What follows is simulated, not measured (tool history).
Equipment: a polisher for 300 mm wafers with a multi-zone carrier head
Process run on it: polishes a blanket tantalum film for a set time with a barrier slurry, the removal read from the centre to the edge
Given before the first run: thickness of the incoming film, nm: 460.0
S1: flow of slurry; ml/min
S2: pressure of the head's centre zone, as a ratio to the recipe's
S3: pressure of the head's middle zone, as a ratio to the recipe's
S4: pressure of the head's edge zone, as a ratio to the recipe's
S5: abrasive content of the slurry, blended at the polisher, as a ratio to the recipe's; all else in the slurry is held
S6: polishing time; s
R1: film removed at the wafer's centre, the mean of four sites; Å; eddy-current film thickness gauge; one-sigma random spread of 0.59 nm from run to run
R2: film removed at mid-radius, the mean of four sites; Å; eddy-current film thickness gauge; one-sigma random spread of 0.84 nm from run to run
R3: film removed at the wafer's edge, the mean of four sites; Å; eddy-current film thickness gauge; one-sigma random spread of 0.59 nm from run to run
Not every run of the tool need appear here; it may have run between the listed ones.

run  hour   S1    S2    S3    S4    S5  S6      R1      R2      R3
  1     0  175     1     1     1     1  60  879.67   869.7  873.91
  2   5.9  175     1     1     1   1.1  60  906.88  911.48  895.64
  3   6.6  165  1.01  0.96  0.98     1  60  876.75  840.78  857.78
  4   9.2  165  1.01  0.96  0.98  0.85  60  841.92  793.57  817.17
  5  16.7  195  1.01  0.96  0.98  0.85  60  865.23  798.48  817.58
  6  24.5  190  1.02  0.92  0.98   0.8  60  847.18  773.99  798.43

For run 7, what comes out?
  7  25.2  175  1.05  0.89  1.01  0.75  60   ?   ?   ?

Run 7 came out at R1 827.35 Å, R2 714.81 Å, R3 790.38 Å.
